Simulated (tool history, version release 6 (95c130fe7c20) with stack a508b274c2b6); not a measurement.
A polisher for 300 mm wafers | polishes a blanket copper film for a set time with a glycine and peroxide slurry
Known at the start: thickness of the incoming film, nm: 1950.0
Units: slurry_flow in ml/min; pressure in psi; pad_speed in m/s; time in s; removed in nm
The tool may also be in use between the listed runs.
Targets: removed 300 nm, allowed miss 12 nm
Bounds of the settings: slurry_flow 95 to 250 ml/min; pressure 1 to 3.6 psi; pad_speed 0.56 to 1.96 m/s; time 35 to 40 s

run 1 hour=0 | slurry_flow=160 pressure=2.3 pad_speed=1.26 time=40 | removed=229.87
run 2 hour=5.3 | slurry_flow=160 pressure=2.3 pad_speed=1.26 time=40 | removed=229.07
run 3 hour=12.9 | slurry_flow=160 pressure=2.3 pad_speed=1.26 time=40 | removed=229.48
run 4 hour=13.6 | slurry_flow=165 pressure=2.5 pad_speed=1.26 time=40 | removed=245.46
run 5 hour=22.2 | slurry_flow=165 pressure=2.7 pad_speed=1.26 time=40 | removed=256.83
run 6 hour=22.9 | slurry_flow=165 pressure=2.2 pad_speed=1.26 time=40 | removed=212.9
-- hour=25.4 head pressure recalibrated
run 7 hour=25.4 | slurry_flow=160 pressure=2.4 pad_speed=1.26 time=40 | removed=216.09
run 8 hour=29.1 | slurry_flow=175 pressure=2.4 pad_speed=1.26 time=40 | removed=220.26
run 9 hour=35.3 | slurry_flow=175 pressure=2.4 pad_speed=1.26 time=40 | removed=216.5
run 10 hour=39.8 | slurry_flow=185 pressure=3 pad_speed=1.3 time=40 | removed=269.51

4 next moves are on the table. One of them brings every result within its allowed miss. Which?
run A hour=44.3 | slurry_flow=190 pressure=2.9 pad_speed=1.56 time=40 | removed=?
run B hour=44.3 | slurry_flow=235 pressure=2.6 pad_speed=1.4 time=40 | removed=?
run C hour=44.3 | slurry_flow=200 pressure=3.2 pad_speed=1.08 time=39 | removed=?
run D hour=44.3 | slurry_flow=250 pressure=3.3 pad_speed=1.22 time=36 | removed=?

move=A removed=297.95
move=B removed=256.17
move=C removed=243.6
move=D removed=258.06
A: meets every target
B: further off than the last run
C: further off than the last run
D: further off than the last run
The right move is A.
